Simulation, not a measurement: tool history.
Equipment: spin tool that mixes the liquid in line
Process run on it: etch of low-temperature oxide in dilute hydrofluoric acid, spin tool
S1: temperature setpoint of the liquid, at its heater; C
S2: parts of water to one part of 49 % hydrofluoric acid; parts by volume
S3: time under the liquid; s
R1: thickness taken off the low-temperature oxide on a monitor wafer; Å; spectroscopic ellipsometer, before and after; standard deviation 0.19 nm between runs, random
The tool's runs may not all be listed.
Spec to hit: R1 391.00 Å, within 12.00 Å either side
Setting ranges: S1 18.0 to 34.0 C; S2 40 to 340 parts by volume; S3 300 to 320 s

Run 1, day 0.000: S1 26.0 C, S2 190 parts by volume, S3 300 s. Result: R1 305.56 Å.
Run 2, day 0.292: S1 26.0 C, S2 245 parts by volume, S3 300 s. Result: R1 224.44 Å.
Run 3, day 0.338: S1 26.0 C, S2 245 parts by volume, S3 300 s. Result: R1 223.52 Å.
Run 4, day 0.500: S1 28.5 C, S2 230 parts by volume, S3 300 s. Result: R1 263.80 Å.
Run 5, day 0.800: S1 30.0 C, S2 215 parts by volume, S3 300 s. Result: R1 303.94 Å.
Run 6, day 1.000: S1 30.0 C, S2 215 parts by volume, S3 320 s. Result: R1 324.20 Å.
Run 7, day 1.071: S1 31.0 C, S2 210 parts by volume, S3 320 s. Result: R1 346.91 Å.
Run 8, day 1.321: S1 32.0 C, S2 205 parts by volume, S3 320 s. Result: R1 366.90 Å.
Run 9, day 1.525: S1 32.5 C, S2 205 parts by volume, S3 320 s. Result: R1 372.60 Å.

Next run, 5 choices. One meets every target within its allowed miss, the rest don't. Which?
Run A, day 1.729: S1 31.5 C, S2 175 parts by volume, S3 300 s. Result: R1 ?.
Run B, day 1.729: S1 32.5 C, S2 185 parts by volume, S3 320 s. Result: R1 ?.
Run C, day 1.729: S1 31.0 C, S2 180 parts by volume, S3 300 s. Result: R1 ?.
Run D, day 1.729: S1 32.0 C, S2 210 parts by volume, S3 305 s. Result: R1 ?.
Run E, day 1.729: S1 33.5 C, S2 220 parts by volume, S3 305 s. Result: R1 ?.

move      R1
   A  412.50
   B  425.13
   C  391.60
   D  339.84
   E  336.59
A: moves the result that the last run missed by most past its target, out the other side
B: moves the result that the last run missed by most past its target, out the other side
C: all results in spec
D: lands further from the targets than the last run did
E: lands further from the targets than the last run did
Go with C: it meets all targets.

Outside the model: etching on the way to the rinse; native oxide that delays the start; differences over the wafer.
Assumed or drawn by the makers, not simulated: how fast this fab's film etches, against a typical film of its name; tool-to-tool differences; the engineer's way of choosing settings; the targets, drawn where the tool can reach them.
